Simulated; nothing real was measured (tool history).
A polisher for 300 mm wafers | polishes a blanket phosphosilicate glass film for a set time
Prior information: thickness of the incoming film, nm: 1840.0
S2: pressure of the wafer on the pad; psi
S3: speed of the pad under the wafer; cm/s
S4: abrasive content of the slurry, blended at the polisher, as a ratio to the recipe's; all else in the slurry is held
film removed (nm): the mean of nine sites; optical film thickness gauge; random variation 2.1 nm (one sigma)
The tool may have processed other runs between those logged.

Run 1, hour 0.0: flow of slurry (ml/min) 255, S2 3.0 psi, S3 126 cm/s, S4 1.0, polishing time (s) 34. Result: film removed (nm) 371.94.
Run 2, hour 8.4: flow of slurry (ml/min) 255, S2 2.8 psi, S3 124 cm/s, S4 1.0, polishing time (s) 34. Result: film removed (nm) 340.24.
Run 3, hour 10.6: flow of slurry (ml/min) 255, S2 2.6 psi, S3 124 cm/s, S4 1.0, polishing time (s) 34. Result: film removed (nm) 317.04.
Run 4, hour 18.0: flow of slurry (ml/min) 255, S2 2.4 psi, S3 124 cm/s, S4 1.0, polishing time (s) 34. Result: film removed (nm) 298.79.
Run 5, hour 20.2: flow of slurry (ml/min) 255, S2 2.4 psi, S3 124 cm/s, S4 1.0, polishing time (s) 31. Result: film removed (nm) 268.09.
Run 6, hour 24.0: flow of slurry (ml/min) 255, S2 2.4 psi, S3 124 cm/s, S4 1.0, polishing time (s) 31. Result: film removed (nm) 272.19.
Run 7, hour 30.6: flow of slurry (ml/min) 255, S2 2.3 psi, S3 124 cm/s, S4 1.0, polishing time (s) 31. Result: film removed (nm) 257.51.

Expected results for the next run?
Run 8, hour 34.2: flow of slurry (ml/min) 255, S2 1.6 psi, S3 122 cm/s, S4 1.0, polishing time (s) 31. Result: film removed (nm) ?.

Run 8 came out at film removed (nm) 179.64.

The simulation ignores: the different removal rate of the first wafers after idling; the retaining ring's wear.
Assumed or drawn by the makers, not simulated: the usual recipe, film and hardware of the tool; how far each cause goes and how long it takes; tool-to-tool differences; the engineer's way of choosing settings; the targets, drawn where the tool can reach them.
